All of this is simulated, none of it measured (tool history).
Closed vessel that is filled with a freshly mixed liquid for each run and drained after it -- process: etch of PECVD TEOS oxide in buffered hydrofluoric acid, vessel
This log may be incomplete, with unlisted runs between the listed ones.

| run | hour | temperature setpoint of the liquid (°C) | parts of 40 % ammonium fluoride to one part of 49 % hydrofluoric acid (parts by volume) | time in the liquid (s) | thickness taken off the PECVD TEOS oxide on a monitor wafer (nm) |
|---|---|---|---|---|---|
| 1 | 0.0 | 22.0 | 18 | 90 | 73.450 |
| 2 | 4.3 | 21.5 | 18 | 90 | 71.569 |
| 3 | 7.4 | 21.0 | 18 | 90 | 69.180 |
| 4 | 12.9 | 21.0 | 18 | 100 | 77.484 |
| 5 | 18.7 | 20.5 | 18 | 100 | 74.805 |
| 6 | 20.4 | 20.0 | 18 | 100 | 72.619 |
| 7 | 26.4 | 19.5 | 18 | 100 | 70.749 |
| 8 | 29.5 | 19.0 | 18 | 100 | 68.323 |

Estimate the outcome of run 9 from the log above:
| 9 | 31.8 | 18.5 | 18 | 100 | ? |

thickness taken off the PECVD TEOS oxide on a monitor wafer (nm): 66.421
